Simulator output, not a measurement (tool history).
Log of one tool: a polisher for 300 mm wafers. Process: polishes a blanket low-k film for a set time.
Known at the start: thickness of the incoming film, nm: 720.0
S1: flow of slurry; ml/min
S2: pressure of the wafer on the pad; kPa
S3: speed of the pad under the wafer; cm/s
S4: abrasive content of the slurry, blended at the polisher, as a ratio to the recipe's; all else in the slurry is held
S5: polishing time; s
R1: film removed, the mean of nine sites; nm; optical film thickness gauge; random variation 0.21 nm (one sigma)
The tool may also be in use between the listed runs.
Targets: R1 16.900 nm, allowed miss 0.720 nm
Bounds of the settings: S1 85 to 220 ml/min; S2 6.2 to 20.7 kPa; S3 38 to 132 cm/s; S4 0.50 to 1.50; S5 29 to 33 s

{"run": 1, "hour": 0.0, "S1": 140, "S2": 13.1, "S3": 84, "S4": 1.0, "S5": 33, "R1": 11.973}
{"run": 2, "hour": 5.4, "S1": 140, "S2": 13.1, "S3": 84, "S4": 1.0, "S5": 29, "R1": 10.636}
{"run": 3, "hour": 12.0, "S1": 140, "S2": 13.1, "S3": 84, "S4": 1.1, "S5": 29, "R1": 11.185}
{"run": 4, "hour": 14.8, "S1": 145, "S2": 14.5, "S3": 84, "S4": 1.1, "S5": 29, "R1": 12.31}
{"run": 5, "hour": 17.5, "S1": 145, "S2": 14.5, "S3": 104, "S4": 1.1, "S5": 29, "R1": 14.029}
{"run": 6, "hour": 18.1, "S1": 145, "S2": 15.2, "S3": 104, "S4": 1.1, "S5": 29, "R1": 14.496}
{"run": 7, "hour": 22.0, "S1": 145, "S2": 15.9, "S3": 104, "S4": 1.1, "S5": 29, "R1": 14.786}
{"run": 8, "hour": 27.2, "S1": 150, "S2": 16.5, "S3": 104, "S4": 1.1, "S5": 29, "R1": 15.636}

4 next moves are on the table. One of them brings every result within its allowed miss. Which?
{"run": "A", "hour": 32.4, "S1": 185, "S2": 18.6, "S3": 86, "S4": 0.95, "S5": 30, "R1": "?"}
{"run": "B", "hour": 32.4, "S1": 165, "S2": 14.5, "S3": 90, "S4": 1.1, "S5": 32, "R1": "?"}
{"run": "C", "hour": 32.4, "S1": 165, "S2": 17.9, "S3": 100, "S4": 0.95, "S5": 29, "R1": "?"}
{"run": "D", "hour": 32.4, "S1": 120, "S2": 15.9, "S3": 130, "S4": 1.0, "S5": 31, "R1": "?"}

move=A R1=14.450
move=B R1=14.084
move=C R1=14.625
move=D R1=16.364
A: further off than the last run
B: further off than the last run
C: further off than the last run
D: meets every target
Move D is the one to make.

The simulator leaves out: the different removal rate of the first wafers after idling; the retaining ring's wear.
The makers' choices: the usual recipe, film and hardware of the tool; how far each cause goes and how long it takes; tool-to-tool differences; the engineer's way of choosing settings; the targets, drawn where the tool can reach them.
